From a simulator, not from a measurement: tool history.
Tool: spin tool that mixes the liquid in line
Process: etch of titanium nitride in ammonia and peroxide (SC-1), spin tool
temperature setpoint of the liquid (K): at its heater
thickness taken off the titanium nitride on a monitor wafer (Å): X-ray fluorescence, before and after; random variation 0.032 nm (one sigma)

run,hour,temperature setpoint of the liquid (K),parts of water to one part of 30 % peroxide (parts by volume),parts of 29 % ammonia solution to one part of 30 % peroxide (parts by volume),time under the liquid (s),thickness taken off the titanium nitride on a monitor wafer (Å)
1,0.0,324.15,29,0.95,200,105.520
2,3.1,320.15,29,0.95,200,79.179
3,9.9,324.15,29,0.95,200,105.170
4,12.2,322.65,29,0.95,200,95.453
5,13.9,322.65,29,1.15,200,98.956
6,15.9,321.15,29,1.15,200,88.238
7,22.3,320.15,29,1.15,200,81.874
8,26.2,319.65,29,1.15,200,79.291

Forecast run 9:
9,27.8,319.15,29,1.15,200,?

{"run 9": {"thickness taken off the titanium nitride on a monitor wafer (Å)": 76.634}}
